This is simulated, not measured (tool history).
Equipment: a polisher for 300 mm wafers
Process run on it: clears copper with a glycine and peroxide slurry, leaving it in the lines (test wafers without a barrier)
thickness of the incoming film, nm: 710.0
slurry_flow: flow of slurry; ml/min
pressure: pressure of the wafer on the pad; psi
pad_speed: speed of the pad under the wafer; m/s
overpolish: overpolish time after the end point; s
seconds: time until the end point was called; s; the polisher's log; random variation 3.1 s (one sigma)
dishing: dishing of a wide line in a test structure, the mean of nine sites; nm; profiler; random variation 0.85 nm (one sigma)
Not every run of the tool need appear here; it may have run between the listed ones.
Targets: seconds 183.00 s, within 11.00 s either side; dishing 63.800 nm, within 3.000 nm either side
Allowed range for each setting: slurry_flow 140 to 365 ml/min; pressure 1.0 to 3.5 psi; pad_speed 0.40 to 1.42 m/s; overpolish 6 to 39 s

{"run": 1, "day": 0.0, "slurry_flow": 235, "pressure": 2.2, "pad_speed": 0.9, "overpolish": 20, "seconds": 185.48, "dishing": 49.335}
{"run": 2, "day": 0.342, "slurry_flow": 235, "pressure": 2.2, "pad_speed": 0.9, "overpolish": 21, "seconds": 193.38, "dishing": 50.964}
{"run": 3, "day": 0.65, "slurry_flow": 235, "pressure": 2.2, "pad_speed": 1.12, "overpolish": 21, "seconds": 153.61, "dishing": 58.347}
{"run": 4, "day": 0.721, "slurry_flow": 235, "pressure": 2.6, "pad_speed": 1.12, "overpolish": 21, "seconds": 137.95, "dishing": 64.971}
{"run": 5, "day": 1.083, "slurry_flow": 235, "pressure": 2.6, "pad_speed": 1.12, "overpolish": 13, "seconds": 137.72, "dishing": 43.476}
{"run": 6, "day": 1.279, "slurry_flow": 235, "pressure": 2.5, "pad_speed": 1.1, "overpolish": 15, "seconds": 141.06, "dishing": 48.534}
{"run": 7, "day": 1.454, "slurry_flow": 235, "pressure": 2.4, "pad_speed": 1.08, "overpolish": 17, "seconds": 151.32, "dishing": 49.742}
{"run": 8, "day": 1.525, "slurry_flow": 235, "pressure": 2.4, "pad_speed": 1.06, "overpolish": 18, "seconds": 149.66, "dishing": 51.284}
{"run": 9, "day": 1.762, "slurry_flow": 235, "pressure": 2.4, "pad_speed": 1.04, "overpolish": 19, "seconds": 153.42, "dishing": 54.815}
{"run": 10, "day": 2.088, "slurry_flow": 235, "pressure": 2.4, "pad_speed": 1.02, "overpolish": 20, "seconds": 160.62, "dishing": 55.227}
{"run": 11, "day": 2.429, "slurry_flow": 235, "pressure": 2.4, "pad_speed": 1.02, "overpolish": 20, "seconds": 160.61, "dishing": 57.605}

5 next moves are on the table. One of them brings every result within its allowed miss. Which?
{"run": "A", "day": 2.771, "slurry_flow": 220, "pressure": 2.3, "pad_speed": 1.24, "overpolish": 22, "seconds": "?", "dishing": "?"}
{"run": "B", "day": 2.771, "slurry_flow": 190, "pressure": 2.2, "pad_speed": 0.82, "overpolish": 27, "seconds": "?", "dishing": "?"}
{"run": "C", "day": 2.771, "slurry_flow": 140, "pressure": 2.0, "pad_speed": 0.88, "overpolish": 27, "seconds": "?", "dishing": "?"}
{"run": "D", "day": 2.771, "slurry_flow": 280, "pressure": 1.9, "pad_speed": 1.06, "overpolish": 27, "seconds": "?", "dishing": "?"}
{"run": "E", "day": 2.771, "slurry_flow": 145, "pressure": 2.5, "pad_speed": 0.68, "overpolish": 28, "seconds": "?", "dishing": "?"}

move=A seconds=144.76 dishing=64.713
move=B seconds=210.52 dishing=57.504
move=C seconds=220.53 dishing=55.025
move=D seconds=185.26 dishing=62.388
move=E seconds=227.97 dishing=56.200
A: brings the result that was furthest off to its target, and leaves another outside
B: moves away from the targets compared with the last run
C: moves away from the targets compared with the last run
D: every result lands within tolerance
E: moves away from the targets compared with the last run
Go with D: it meets all targets.
